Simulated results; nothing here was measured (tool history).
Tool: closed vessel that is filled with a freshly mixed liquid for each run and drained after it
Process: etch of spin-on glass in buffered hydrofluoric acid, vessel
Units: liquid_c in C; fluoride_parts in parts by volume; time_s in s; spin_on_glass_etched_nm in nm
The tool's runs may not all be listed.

run	hour	liquid_c	fluoride_parts	time_s	spin_on_glass_etched_nm
1	0.0	21.0	10.5	90	240.88
2	5.6	21.0	10.5	100	268.58
3	13.7	19.5	10.5	100	247.64
4	15.6	21.0	10.5	100	268.34
5	16.6	22.5	10.5	100	291.79
6	19.0	23.5	10.5	100	307.00
7	23.6	24.5	10.5	100	325.85

The next listed run, before its measurement:
8	31.5	25.0	10.5	100	?

Run 8 gave spin_on_glass_etched_nm 332.58 nm.

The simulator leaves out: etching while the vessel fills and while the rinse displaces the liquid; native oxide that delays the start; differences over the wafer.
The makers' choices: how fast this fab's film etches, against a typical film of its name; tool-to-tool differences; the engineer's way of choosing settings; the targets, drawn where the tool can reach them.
